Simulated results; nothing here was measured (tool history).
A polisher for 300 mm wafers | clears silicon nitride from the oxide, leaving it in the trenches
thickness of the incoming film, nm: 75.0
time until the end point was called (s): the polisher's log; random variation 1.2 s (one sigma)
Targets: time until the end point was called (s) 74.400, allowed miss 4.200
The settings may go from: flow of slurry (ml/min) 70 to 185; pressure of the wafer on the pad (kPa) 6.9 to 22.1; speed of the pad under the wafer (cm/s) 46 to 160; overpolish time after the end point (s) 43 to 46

run	hour	flow of slurry (ml/min)	pressure of the wafer on the pad (kPa)	speed of the pad under the wafer (cm/s)	overpolish time after the end point (s)	time until the end point was called (s)
1	0.0	120	14.5	102	43	128.830
2	2.5	120	11.0	102	43	166.550
3	9.7	100	11.0	102	43	168.740
4	14.4	125	11.0	102	43	167.200
5	17.7	125	11.0	90	43	187.780
6	22.0	125	11.0	114	43	150.050
7	28.1	125	13.1	116	43	125.620
8	36.5	125	13.1	116	43	125.050
9	43.7	125	14.5	118	43	115.180
10	49.2	130	18.6	126	43	79.290

4 next moves are on the table. One of them brings every result within its allowed miss. Which?
A	54.7	165	17.9	118	43	?
B	54.7	100	17.9	132	46	?
C	54.7	125	19.3	132	44	?
D	54.7	145	17.9	122	43	?

move	time until the end point was called (s)
A	88.167
B	84.615
C	76.261
D	86.780
A: further off than the last run
B: further off than the last run
C: meets every target
D: further off than the last run
Move C is the one to make.
